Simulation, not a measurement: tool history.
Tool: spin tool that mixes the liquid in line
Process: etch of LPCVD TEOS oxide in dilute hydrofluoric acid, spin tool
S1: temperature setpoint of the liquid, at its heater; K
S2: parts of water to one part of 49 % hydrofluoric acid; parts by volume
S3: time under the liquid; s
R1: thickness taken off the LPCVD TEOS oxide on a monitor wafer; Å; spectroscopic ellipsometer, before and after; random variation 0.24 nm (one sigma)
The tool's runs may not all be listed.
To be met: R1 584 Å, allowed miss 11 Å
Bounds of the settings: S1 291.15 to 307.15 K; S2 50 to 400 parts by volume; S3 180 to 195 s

{"run": 1, "hour": 0.0, "S1": 299.15, "S2": 225, "S3": 180, "R1": 452.77}
{"run": 2, "hour": 7.5, "S1": 300.15, "S2": 225, "S3": 180, "R1": 472.48}
{"run": 3, "hour": 15.2, "S1": 300.15, "S2": 155, "S3": 180, "R1": 736.8}
{"run": 4, "hour": 18.4, "S1": 299.15, "S2": 155, "S3": 180, "R1": 715.51}
{"run": 5, "hour": 22.3, "S1": 298.15, "S2": 155, "S3": 180, "R1": 697.36}
{"run": 6, "hour": 24.2, "S1": 297.15, "S2": 155, "S3": 180, "R1": 664.58}
{"run": 7, "hour": 31.3, "S1": 296.65, "S2": 155, "S3": 180, "R1": 652.51}
{"run": 8, "hour": 34.5, "S1": 296.15, "S2": 155, "S3": 180, "R1": 641.77}
{"run": 9, "hour": 41.9, "S1": 295.65, "S2": 155, "S3": 180, "R1": 625.68}
{"run": 10, "hour": 50.7, "S1": 295.15, "S2": 155, "S3": 180, "R1": 616.24}
{"run": 11, "hour": 56.6, "S1": 295.15, "S2": 155, "S3": 180, "R1": 617.13}
{"run": 12, "hour": 65.3, "S1": 294.65, "S2": 155, "S3": 180, "R1": 605.26}

4 next moves are on the table. One of them brings every result within its allowed miss. Which?
{"run": "A", "hour": 74.0, "S1": 295.65, "S2": 155, "S3": 180, "R1": "?"}
{"run": "B", "hour": 74.0, "S1": 292.65, "S2": 145, "S3": 190, "R1": "?"}
{"run": "C", "hour": 74.0, "S1": 300.15, "S2": 195, "S3": 195, "R1": "?"}
{"run": "D", "hour": 74.0, "S1": 294.65, "S2": 160, "S3": 180, "R1": "?"}

move=A R1=632.02
move=B R1=642.69
move=C R1=611.05
move=D R1=586.17
A: further off than the last run
B: further off than the last run
C: further off than the last run
D: meets every target
Answer: D
